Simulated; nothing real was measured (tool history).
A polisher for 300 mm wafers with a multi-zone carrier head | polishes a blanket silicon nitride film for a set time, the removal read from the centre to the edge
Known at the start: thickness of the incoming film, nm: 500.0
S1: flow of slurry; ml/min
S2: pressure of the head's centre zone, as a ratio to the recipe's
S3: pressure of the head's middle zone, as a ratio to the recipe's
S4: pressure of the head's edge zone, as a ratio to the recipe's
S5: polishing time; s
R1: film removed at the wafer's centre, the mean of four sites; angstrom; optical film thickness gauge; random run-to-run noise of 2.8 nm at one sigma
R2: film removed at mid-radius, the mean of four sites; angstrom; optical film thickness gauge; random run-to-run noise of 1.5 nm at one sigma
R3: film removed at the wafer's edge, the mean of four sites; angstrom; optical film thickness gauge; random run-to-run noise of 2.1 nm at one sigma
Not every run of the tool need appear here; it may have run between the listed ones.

run 1 day=0 | S1=145 S2=1 S3=1 S4=1 S5=76 | R1=1281.9 R2=1251.3 R3=1274.7
run 2 day=0.225 | S1=160 S2=1 S3=1 S4=1 S5=76 | R1=1310.5 R2=1302.9 R3=1293.5
run 3 day=0.338 | S1=160 S2=1 S3=0.93 S4=1 S5=76 | R1=1290.6 R2=1210.6 R3=1286.2
run 4 day=0.629 | S1=170 S2=1 S3=0.99 S4=1.02 S5=80 | R1=1366 R2=1346.6 R3=1368.7
run 5 day=0.738 | S1=150 S2=1 S3=0.99 S4=1.02 S5=80 | R1=1329 R2=1306.9 R3=1345.2
run 6 day=1.008 | S1=150 S2=1 S3=0.99 S4=1.06 S5=80 | R1=1297 R2=1326.7 R3=1382.3
run 7 day=1.158 | S1=165 S2=1.01 S3=1.04 S4=1.07 S5=84 | R1=1418.8 R2=1488.4 R3=1463.3

Expected results for the next run?
run 8 day=1.433 | S1=175 S2=1.02 S3=1.07 S4=1.08 S5=88 | R1=? R2=? R3=?

R1: 1508.7 angstrom
R2: 1582.1 angstrom
R3: 1522.7 angstrom

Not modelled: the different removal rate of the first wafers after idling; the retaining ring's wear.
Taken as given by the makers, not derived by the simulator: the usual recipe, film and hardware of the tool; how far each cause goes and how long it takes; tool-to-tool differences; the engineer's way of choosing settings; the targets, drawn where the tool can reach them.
